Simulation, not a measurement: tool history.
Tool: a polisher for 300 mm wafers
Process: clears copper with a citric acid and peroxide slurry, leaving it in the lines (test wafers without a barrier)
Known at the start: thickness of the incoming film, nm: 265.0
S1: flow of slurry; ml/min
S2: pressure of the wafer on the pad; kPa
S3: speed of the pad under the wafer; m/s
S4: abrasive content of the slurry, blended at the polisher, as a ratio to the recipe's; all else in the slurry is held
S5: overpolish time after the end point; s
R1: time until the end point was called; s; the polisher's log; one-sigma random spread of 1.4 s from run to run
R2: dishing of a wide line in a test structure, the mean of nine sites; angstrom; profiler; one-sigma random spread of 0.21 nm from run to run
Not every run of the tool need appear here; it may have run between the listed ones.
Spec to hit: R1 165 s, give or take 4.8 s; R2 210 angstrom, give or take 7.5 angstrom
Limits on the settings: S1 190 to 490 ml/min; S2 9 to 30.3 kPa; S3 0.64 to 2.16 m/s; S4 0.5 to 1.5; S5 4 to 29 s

run,hour,S1,S2,S3,S4,S5,R1,R2
1,0,315,19.3,1.4,1,15,105.86,251.6
2,1.6,245,19.3,1.4,1,15,108.55,243.69
3,3.9,245,22.8,1.4,1,15,91.275,278.02
4,8.8,245,22.8,1.4,1.15,15,89.904,287.87
5,11.6,245,22.8,1.68,1.15,15,75.129,329.61
# hour 17.5: slurry nozzle cleaned
6,17.5,250,19.3,1.62,1.15,16,89.726,305.53
7,25.1,250,16.5,1.56,1.15,16,106.47,255.06
8,32.5,245,14.5,1.52,1.15,17,122.35,240.77
9,34.9,240,13.1,1.52,1.15,18,137.35,234.03
10,40.1,235,12.4,1.52,1.15,18,145.93,222.62
11,48.2,225,11.7,1.52,1.15,18,152.07,210.87
12,53.8,220,11.7,1.52,1.15,18,149.98,211.09
13,61.8,215,11.7,1.52,1.15,18,151.56,207.68
14,66.5,210,9.7,1.52,1.15,20,184.56,192.38

Next run, 5 choices. One meets every target within its allowed miss, the rest don't. Which?
A,71.2,300,11.7,1.26,0.75,24,?,?
B,71.2,190,9.7,1.26,1.4,19,?,?
C,71.2,240,11,1.44,1.2,23,?,?
D,71.2,205,10.3,1.16,1.3,24,?,?
E,71.2,210,9,1.82,1.15,20,?,?

move,R1,R2
A,197.68,210.07
B,203.9,166.45
C,163.7,235.68
D,208.75,199.57
E,164.59,206.74
A: misses by more than the last run did
B: misses by more than the last run did
C: brings the result that was furthest off to its target, and leaves another outside
D: misses by more than the last run did
E: hits every target within its allowed miss
So the answer is move E, the one that meets all the targets.
